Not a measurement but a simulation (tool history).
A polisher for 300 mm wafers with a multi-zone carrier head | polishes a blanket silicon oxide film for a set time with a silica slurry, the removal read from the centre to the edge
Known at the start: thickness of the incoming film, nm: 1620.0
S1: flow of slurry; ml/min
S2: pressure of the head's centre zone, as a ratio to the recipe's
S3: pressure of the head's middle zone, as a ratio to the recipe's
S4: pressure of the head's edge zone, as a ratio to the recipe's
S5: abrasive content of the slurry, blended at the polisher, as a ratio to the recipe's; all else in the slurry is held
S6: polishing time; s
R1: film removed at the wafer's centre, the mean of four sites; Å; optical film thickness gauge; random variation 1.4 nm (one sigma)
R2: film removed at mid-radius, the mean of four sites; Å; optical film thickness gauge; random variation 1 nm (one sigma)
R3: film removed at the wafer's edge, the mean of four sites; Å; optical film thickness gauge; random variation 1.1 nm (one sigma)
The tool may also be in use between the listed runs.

{"run": 1, "day": 0.0, "S1": 245, "S2": 1, "S3": 1, "S4": 1, "S5": 1, "S6": 85, "R1": 1818.8, "R2": 1795.6, "R3": 1793.7}
{"run": 2, "day": 0.15, "S1": 245, "S2": 1.04, "S3": 1, "S4": 1, "S5": 1, "S6": 85, "R1": 1846.1, "R2": 1796.2, "R3": 1818.2}
{"run": 3, "day": 0.525, "S1": 245, "S2": 1.04, "S3": 1, "S4": 1, "S5": 1, "S6": 100, "R1": 2179.9, "R2": 2110.3, "R3": 2107.2}
{"run": 4, "day": 0.692, "S1": 245, "S2": 1.03, "S3": 1, "S4": 0.99, "S5": 0.95, "S6": 95, "R1": 1992.7, "R2": 1942.3, "R3": 1970.6}
{"run": 5, "day": 0.875, "S1": 245, "S2": 1.03, "S3": 1, "S4": 0.92, "S5": 0.95, "S6": 95, "R1": 2058.5, "R2": 1947.2, "R3": 1901.8}
{"run": 6, "day": 1.225, "S1": 245, "S2": 1.02, "S3": 1, "S4": 0.91, "S5": 0.9, "S6": 90, "R1": 1868.8, "R2": 1816.6, "R3": 1714.3}
{"run": 7, "day": 1.475, "S1": 240, "S2": 1.01, "S3": 0.98, "S4": 0.91, "S5": 0.85, "S6": 87, "R1": 1739.7, "R2": 1700.2, "R3": 1648.6}
{"run": 8, "day": 1.625, "S1": 240, "S2": 1.01, "S3": 0.97, "S4": 0.91, "S5": 0.8, "S6": 83, "R1": 1635.1, "R2": 1531.2, "R3": 1528.4}

The next listed run, before its measurement:
{"run": 9, "day": 1.788, "S1": 240, "S2": 1, "S3": 0.97, "S4": 0.9, "S5": 0.75, "S6": 80, "R1": "?", "R2": "?", "R3": "?"}

{"run 9": {"R1": 1473.2, "R2": 1434.3, "R3": 1390.3}}
